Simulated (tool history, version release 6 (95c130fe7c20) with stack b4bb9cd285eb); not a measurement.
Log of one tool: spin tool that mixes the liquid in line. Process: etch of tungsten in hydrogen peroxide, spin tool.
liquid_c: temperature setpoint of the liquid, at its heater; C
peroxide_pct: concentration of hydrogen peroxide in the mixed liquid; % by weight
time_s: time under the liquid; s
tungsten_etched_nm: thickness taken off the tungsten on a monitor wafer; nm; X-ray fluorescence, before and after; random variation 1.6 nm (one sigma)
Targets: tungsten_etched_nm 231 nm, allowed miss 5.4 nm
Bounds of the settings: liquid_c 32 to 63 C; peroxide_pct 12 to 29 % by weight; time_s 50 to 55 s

| run | hour | liquid_c | peroxide_pct | time_s | tungsten_etched_nm |
|---|---|---|---|---|---|
| 1 | 0 | 47 | 19.5 | 50 | 87.104 |
| 2 | 1.8 | 52.5 | 19.5 | 50 | 122.66 |
| 3 | 5 | 56 | 19.5 | 50 | 152.25 |
| 4 | 6 | 51.5 | 19.5 | 50 | 116.4 |
| 5 | 7.7 | 51.5 | 19.5 | 50 | 116.3 |
| 6 | 11.8 | 51.5 | 19.5 | 50 | 115.3 |
| 7 | 20 | 55.5 | 19.5 | 50 | 147.98 |
| 8 | 28.8 | 58 | 19.5 | 50 | 172.22 |
| 9 | 29.4 | 59.5 | 19.5 | 50 | 186.41 |
| 10 | 31.7 | 60.5 | 19.5 | 50 | 199.51 |
| 11 | 38.9 | 61.5 | 19.5 | 50 | 209.87 |
| 12 | 47.5 | 62 | 19.5 | 50 | 217.1 |
| 13 | 52.3 | 62.5 | 19.5 | 50 | 221.94 |

5 next moves are on the table. One of them brings every result within its allowed miss. Which?
| A | 57.1 | 63 | 21.5 | 50 | ? |
| B | 57.1 | 63 | 22.5 | 50 | ? |
| C | 57.1 | 63 | 17.5 | 50 | ? |
| D | 57.1 | 63 | 20 | 50 | ? |
| E | 57.1 | 62 | 21 | 55 | ? |

| move | tungsten_etched_nm |
|---|---|
| A | 241.17 |
| B | 246.72 |
| C | 217.59 |
| D | 232.61 |
| E | 247.54 |
A: takes the result that was furthest off past its target
B: takes the result that was furthest off past its target
C: further off than the last run
D: meets every target
E: takes the result that was furthest off past its target
Answer: D
